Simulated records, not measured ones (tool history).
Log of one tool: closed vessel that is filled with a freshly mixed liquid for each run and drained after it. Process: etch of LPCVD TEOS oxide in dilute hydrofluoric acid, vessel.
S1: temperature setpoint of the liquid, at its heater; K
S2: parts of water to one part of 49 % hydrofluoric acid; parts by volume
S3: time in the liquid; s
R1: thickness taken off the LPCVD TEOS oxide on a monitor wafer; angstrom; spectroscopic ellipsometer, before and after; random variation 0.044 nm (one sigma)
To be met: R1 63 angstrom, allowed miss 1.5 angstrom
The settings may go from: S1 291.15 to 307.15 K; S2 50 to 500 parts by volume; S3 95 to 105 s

run 1 day=0 | S1=299.15 S2=275 S3=95 | R1=91.849
run 2 day=0.271 | S1=296.15 S2=275 S3=95 | R1=82.554
run 3 day=0.592 | S1=296.15 S2=275 S3=105 | R1=92.118
run 4 day=0.717 | S1=298.65 S2=275 S3=105 | R1=100.31
run 5 day=0.921 | S1=298.65 S2=275 S3=95 | R1=91.038
-- day=1.246 hydrofluoric acid flow meter replaced
run 6 day=1.246 | S1=297.15 S2=280 S3=95 | R1=78.078
run 7 day=1.367 | S1=296.65 S2=280 S3=95 | R1=77.455
run 8 day=1.504 | S1=296.15 S2=280 S3=95 | R1=74.457

5 next moves are on the table. One of them brings every result within its allowed miss. Which?
run A day=1.642 | S1=298.15 S2=265 S3=100 | R1=?
run B day=1.642 | S1=298.65 S2=355 S3=95 | R1=?
run C day=1.642 | S1=296.65 S2=375 S3=105 | R1=?
run D day=1.642 | S1=293.15 S2=280 S3=95 | R1=?
run E day=1.642 | S1=293.15 S2=295 S3=95 | R1=?

move=A R1=92.237
move=B R1=60.86
move=C R1=58.484
move=D R1=68.285
move=E R1=63.942
A: further off than the last run
B: takes the result that was furthest off past its target
C: takes the result that was furthest off past its target
D: nearer than the last run, and not there yet
E: meets every target
Move E is the one to make.
